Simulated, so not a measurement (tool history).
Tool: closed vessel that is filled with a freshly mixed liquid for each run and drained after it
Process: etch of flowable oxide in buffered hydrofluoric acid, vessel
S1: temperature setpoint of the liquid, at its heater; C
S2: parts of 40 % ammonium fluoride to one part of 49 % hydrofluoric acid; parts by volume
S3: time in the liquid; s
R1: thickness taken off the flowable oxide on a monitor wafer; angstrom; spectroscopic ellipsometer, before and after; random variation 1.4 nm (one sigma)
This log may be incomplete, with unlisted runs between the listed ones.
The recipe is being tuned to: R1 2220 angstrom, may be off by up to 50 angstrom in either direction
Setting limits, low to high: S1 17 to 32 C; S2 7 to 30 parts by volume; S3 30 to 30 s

{"run": 1, "hour": 0.0, "S1": 24, "S2": 19, "S3": 30, "R1": 1047.8}
{"run": 2, "hour": 5.8, "S1": 24, "S2": 14, "S3": 30, "R1": 1417.9}
{"run": 3, "hour": 7.3, "S1": 26, "S2": 14, "S3": 30, "R1": 1578.2}
{"run": 4, "hour": 16.1, "S1": 24.5, "S2": 14, "S3": 30, "R1": 1467.6}
{"run": 5, "hour": 21.6, "S1": 24.5, "S2": 18, "S3": 30, "R1": 1143}
{"run": 6, "hour": 26.3, "S1": 24.5, "S2": 15, "S3": 30, "R1": 1365.9}
{"run": 7, "hour": 31.3, "S1": 26.5, "S2": 14.5, "S3": 30, "R1": 1580.1}
{"run": 8, "hour": 39.7, "S1": 28, "S2": 14.5, "S3": 30, "R1": 1702.5}
{"run": 9, "hour": 40.8, "S1": 32, "S2": 13, "S3": 30, "R1": 2345.6}

Exactly one of the 4 candidate moves below puts every result within its allowed miss. Which one?
{"run": "A", "hour": 41.9, "S1": 32, "S2": 14.5, "S3": 30, "R1": "?"}
{"run": "B", "hour": 41.9, "S1": 31, "S2": 12, "S3": 30, "R1": "?"}
{"run": "C", "hour": 41.9, "S1": 31.5, "S2": 12.5, "S3": 30, "R1": "?"}
{"run": "D", "hour": 41.9, "S1": 28.5, "S2": 11.5, "S3": 30, "R1": "?"}

move=A R1=2111.9
move=B R1=2412
move=C R1=2379
move=D R1=2204.6
A: pushes the last run's worst result past its target
B: further off than the last run
C: further off than the last run
D: hits every target within its allowed miss
The right move is D.
